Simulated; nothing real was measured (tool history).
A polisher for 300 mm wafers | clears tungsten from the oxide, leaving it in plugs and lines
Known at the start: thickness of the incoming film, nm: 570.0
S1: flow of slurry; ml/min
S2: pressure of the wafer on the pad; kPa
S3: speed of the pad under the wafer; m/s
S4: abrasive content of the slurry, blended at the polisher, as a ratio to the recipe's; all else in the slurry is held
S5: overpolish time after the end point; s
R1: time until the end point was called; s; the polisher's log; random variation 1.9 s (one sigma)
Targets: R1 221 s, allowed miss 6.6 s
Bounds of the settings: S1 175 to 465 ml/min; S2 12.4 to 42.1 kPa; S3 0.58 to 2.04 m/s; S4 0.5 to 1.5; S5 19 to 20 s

run	hour	S1	S2	S3	S4	S5	R1
1	0	295	26.9	1.3	1	19	94.867
2	7.2	295	23.4	1.22	1	19	116.47
3	12.2	295	21.4	1.22	1	19	125.34
4	15.8	295	16.5	1.22	1	19	161.5
5	22.9	295	16.5	1.5	1	19	131.5
6	23.6	295	15.9	1.4	1	19	145.42
7	29.4	295	15.2	1.32	1	19	161.06
8	31.9	290	12.4	1.02	1	19	248.72
9	33.4	300	13.1	1.02	1	19	233.45
10	41.9	305	13.1	1.02	1	19	234.67

4 next moves are on the table. One of them brings every result within its allowed miss. Which?
A	50.4	230	12.4	1.16	1.05	19	?
B	50.4	300	12.4	1	1	20	?
C	50.4	285	13.1	1	0.75	19	?
D	50.4	305	17.2	0.7	1	19	?

move	R1
A	220.08
B	252.25
C	266.64
D	253.22
A: meets every target
B: further off than the last run
C: further off than the last run
D: further off than the last run
Move A is the one to make.
